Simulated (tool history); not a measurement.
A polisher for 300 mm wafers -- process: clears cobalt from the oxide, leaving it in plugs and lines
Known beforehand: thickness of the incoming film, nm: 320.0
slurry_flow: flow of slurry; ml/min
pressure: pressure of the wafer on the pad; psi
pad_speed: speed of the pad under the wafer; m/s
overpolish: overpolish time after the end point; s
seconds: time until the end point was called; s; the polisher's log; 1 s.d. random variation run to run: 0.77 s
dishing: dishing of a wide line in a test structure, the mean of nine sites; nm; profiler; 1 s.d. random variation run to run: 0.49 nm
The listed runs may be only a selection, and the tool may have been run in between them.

{"run": 1, "hour": 0.0, "slurry_flow": 300, "pressure": 1.8, "pad_speed": 1.06, "overpolish": 13, "seconds": 51.866, "dishing": 41.94}
{"run": 2, "hour": 7.7, "slurry_flow": 300, "pressure": 1.8, "pad_speed": 0.84, "overpolish": 13, "seconds": 64.473, "dishing": 38.553}
{"run": 3, "hour": 13.4, "slurry_flow": 300, "pressure": 2.1, "pad_speed": 0.84, "overpolish": 13, "seconds": 53.066, "dishing": 41.637}
{"run": 4, "hour": 18.7, "slurry_flow": 300, "pressure": 2.2, "pad_speed": 0.84, "overpolish": 12, "seconds": 52.938, "dishing": 41.374}
{"run": 5, "hour": 27.5, "slurry_flow": 300, "pressure": 2.2, "pad_speed": 1, "overpolish": 12, "seconds": 45.079, "dishing": 44.254}
{"run": 6, "hour": 36.4, "slurry_flow": 300, "pressure": 2.2, "pad_speed": 1.02, "overpolish": 11, "seconds": 43.935, "dishing": 41.892}
{"run": 7, "hour": 40.7, "slurry_flow": 300, "pressure": 2.2, "pad_speed": 1.02, "overpolish": 11, "seconds": 43.011, "dishing": 41.185}

What will run 8 give?
{"run": 8, "hour": 44.0, "slurry_flow": 300, "pressure": 2.2, "pad_speed": 1.02, "overpolish": 10, "seconds": "?", "dishing": "?"}

seconds: 45.035 s
dishing: 39.08 nm

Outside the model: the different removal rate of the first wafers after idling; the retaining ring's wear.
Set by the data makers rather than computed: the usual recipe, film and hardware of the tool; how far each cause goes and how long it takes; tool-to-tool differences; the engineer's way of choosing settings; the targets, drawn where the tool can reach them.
